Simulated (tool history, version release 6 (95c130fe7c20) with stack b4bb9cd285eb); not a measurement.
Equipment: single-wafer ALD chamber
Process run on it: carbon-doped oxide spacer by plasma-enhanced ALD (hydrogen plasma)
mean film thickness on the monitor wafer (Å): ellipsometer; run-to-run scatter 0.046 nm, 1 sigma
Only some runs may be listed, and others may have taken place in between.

| run | day | heater temperature setpoint (°C) | number of ALD cycles (cycles) | mean film thickness on the monitor wafer (Å) |
|---|---|---|---|---|
| 1 | 0.000 | 410 | 401 | 184.56 |
| 2 | 0.054 | 402 | 401 | 188.65 |
| 3 | 0.342 | 402 | 406 | 191.24 |
| 4 | 0.417 | 408 | 406 | 188.04 |
| 5 | 0.708 | 408 | 354 | 163.79 |
| 6 | 0.767 | 416 | 354 | 159.87 |
| 7 | 1.121 | 405 | 418 | 196.24 |
| 8 | 1.246 | 405 | 421 | 196.86 |
| 9 | 1.350 | 405 | 424 | 198.90 |

Predict the results of run 10:
| 10 | 1.650 | 405 | 426 | ? |

For run 10 the tool returned mean film thickness on the monitor wafer (Å) 198.59.
